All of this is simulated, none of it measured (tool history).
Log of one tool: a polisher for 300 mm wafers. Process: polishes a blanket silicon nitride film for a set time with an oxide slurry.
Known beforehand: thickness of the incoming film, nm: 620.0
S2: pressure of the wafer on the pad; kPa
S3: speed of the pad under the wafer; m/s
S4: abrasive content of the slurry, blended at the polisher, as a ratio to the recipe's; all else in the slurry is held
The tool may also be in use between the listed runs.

Run 1, hour 0: flow of slurry (ml/min) 140, S2 22.8 kPa, S3 1.3 m/s, S4 1, polishing time (s) 52. Result: film removed (nm) 33.585.
Run 2, hour 8.2: flow of slurry (ml/min) 145, S2 24.1 kPa, S3 1.3 m/s, S4 1, polishing time (s) 52. Result: film removed (nm) 35.885.
Run 3, hour 10: flow of slurry (ml/min) 150, S2 25.5 kPa, S3 1.3 m/s, S4 1, polishing time (s) 52. Result: film removed (nm) 38.019.
Run 4, hour 17.9: flow of slurry (ml/min) 155, S2 26.9 kPa, S3 1.3 m/s, S4 1, polishing time (s) 52. Result: film removed (nm) 39.992.
Run 5, hour 21.8: flow of slurry (ml/min) 155, S2 28.3 kPa, S3 1.3 m/s, S4 1, polishing time (s) 52. Result: film removed (nm) 42.441.
Run 6, hour 22.8: flow of slurry (ml/min) 155, S2 28.3 kPa, S3 1.3 m/s, S4 1, polishing time (s) 47. Result: film removed (nm) 38.152.
Run 7, hour 29: flow of slurry (ml/min) 160, S2 29 kPa, S3 1.32 m/s, S4 1, polishing time (s) 47. Result: film removed (nm) 39.98.
Run 8, hour 36: flow of slurry (ml/min) 160, S2 29.6 kPa, S3 1.34 m/s, S4 1, polishing time (s) 47. Result: film removed (nm) 40.726.
Run 9, hour 44.5: flow of slurry (ml/min) 160, S2 30.3 kPa, S3 1.38 m/s, S4 1, polishing time (s) 47. Result: film removed (nm) 42.995.
At hour 45.7: worn pad replaced by a new one.
Run 10, hour 45.7: flow of slurry (ml/min) 160, S2 31 kPa, S3 1.4 m/s, S4 1, polishing time (s) 47. Result: film removed (nm) 51.205.
Run 11, hour 51.2: flow of slurry (ml/min) 155, S2 31 kPa, S3 1.4 m/s, S4 1, polishing time (s) 47. Result: film removed (nm) 50.547.
Run 12, hour 55.6: flow of slurry (ml/min) 150, S2 31 kPa, S3 1.4 m/s, S4 1, polishing time (s) 47. Result: film removed (nm) 50.402.

What will run 13 give?
Run 13, hour 63: flow of slurry (ml/min) 145, S2 31 kPa, S3 1.4 m/s, S4 1, polishing time (s) 47. Result: film removed (nm) ?.

Run 13 yielded film removed (nm) 50.1.

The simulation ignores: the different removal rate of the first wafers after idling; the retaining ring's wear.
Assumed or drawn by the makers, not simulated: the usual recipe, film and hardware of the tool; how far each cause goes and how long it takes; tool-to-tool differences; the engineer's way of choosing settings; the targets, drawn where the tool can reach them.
